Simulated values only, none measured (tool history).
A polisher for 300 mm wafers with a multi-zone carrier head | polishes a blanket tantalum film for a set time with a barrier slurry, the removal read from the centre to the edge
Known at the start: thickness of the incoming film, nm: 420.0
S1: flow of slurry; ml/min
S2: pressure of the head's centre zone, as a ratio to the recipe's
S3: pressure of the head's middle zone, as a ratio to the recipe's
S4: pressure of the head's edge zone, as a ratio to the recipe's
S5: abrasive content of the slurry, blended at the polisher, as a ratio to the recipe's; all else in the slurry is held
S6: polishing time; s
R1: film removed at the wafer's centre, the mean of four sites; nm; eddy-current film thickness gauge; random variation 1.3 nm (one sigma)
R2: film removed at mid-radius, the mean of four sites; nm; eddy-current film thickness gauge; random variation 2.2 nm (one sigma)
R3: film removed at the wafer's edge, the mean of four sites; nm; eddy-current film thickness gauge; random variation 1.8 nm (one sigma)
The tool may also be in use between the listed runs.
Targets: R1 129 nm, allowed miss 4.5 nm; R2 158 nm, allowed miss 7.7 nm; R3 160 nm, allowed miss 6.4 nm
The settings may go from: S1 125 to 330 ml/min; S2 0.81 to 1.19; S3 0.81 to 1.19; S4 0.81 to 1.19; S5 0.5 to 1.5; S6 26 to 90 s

run 1 hour=0 | S1=210 S2=1 S3=1 S4=1 S5=1 S6=58 | R1=104.35 R2=104.34 R3=106.41
run 2 hour=3.1 | S1=210 S2=0.97 S3=1.03 S4=1.04 S5=1.15 S6=61 | R1=109.81 R2=116.71 R3=115.13
run 3 hour=7.9 | S1=210 S2=0.93 S3=1.02 S4=1.07 S5=1.25 S6=66 | R1=117.27 R2=131.16 R3=129.7
run 4 hour=13.8 | S1=215 S2=0.91 S3=1.01 S4=1.1 S5=1.35 S6=68 | R1=119.57 R2=131.33 R3=137.64
run 5 hour=21.8 | S1=220 S2=0.9 S3=1.03 S4=1.12 S5=1.4 S6=70 | R1=119.61 R2=141.52 R3=144.34
run 6 hour=27.6 | S1=220 S2=0.98 S3=1.03 S4=1.12 S5=1.4 S6=70 | R1=133.97 R2=141.05 R3=143.11
run 7 hour=28.7 | S1=225 S2=0.95 S3=1.04 S4=1.14 S5=1.45 S6=71 | R1=132.24 R2=143.26 R3=148.62
run 8 hour=34.1 | S1=225 S2=0.93 S3=1.05 S4=1.15 S5=1.45 S6=72 | R1=129.3 R2=152.17 R3=149.16
run 9 hour=41.8 | S1=225 S2=0.88 S3=0.99 S4=1.19 S5=1.5 S6=75 | R1=129.81 R2=145.25 R3=159.74

5 next moves are on the table. One of them brings every result within its allowed miss. Which?
run A hour=49.5 | S1=195 S2=0.83 S3=0.88 S4=1.17 S5=1.5 S6=75 | R1=? R2=? R3=?
run B hour=49.5 | S1=225 S2=0.87 S3=0.88 S4=1.19 S5=1.45 S6=76 | R1=? R2=? R3=?
run C hour=49.5 | S1=235 S2=0.91 S3=0.97 S4=1.17 S5=1.45 S6=75 | R1=? R2=? R3=?
run D hour=49.5 | S1=255 S2=0.86 S3=1.04 S4=1.16 S5=1.3 S6=77 | R1=? R2=? R3=?
run E hour=49.5 | S1=250 S2=0.89 S3=1.02 S4=1.19 S5=1.5 S6=71 | R1=? R2=? R3=?

move=A R1=121.39 R2=132.2 R3=161.01
move=B R1=130.32 R2=135.07 R3=165.27
move=C R1=135.32 R2=145.18 R3=162.09
move=D R1=129.38 R2=155.69 R3=162.67
move=E R1=127.06 R2=145.31 R3=156.44
A: further off than the last run
B: further off than the last run
C: as far off as the last run
D: meets every target
E: as far off as the last run
Move D is the one to make.

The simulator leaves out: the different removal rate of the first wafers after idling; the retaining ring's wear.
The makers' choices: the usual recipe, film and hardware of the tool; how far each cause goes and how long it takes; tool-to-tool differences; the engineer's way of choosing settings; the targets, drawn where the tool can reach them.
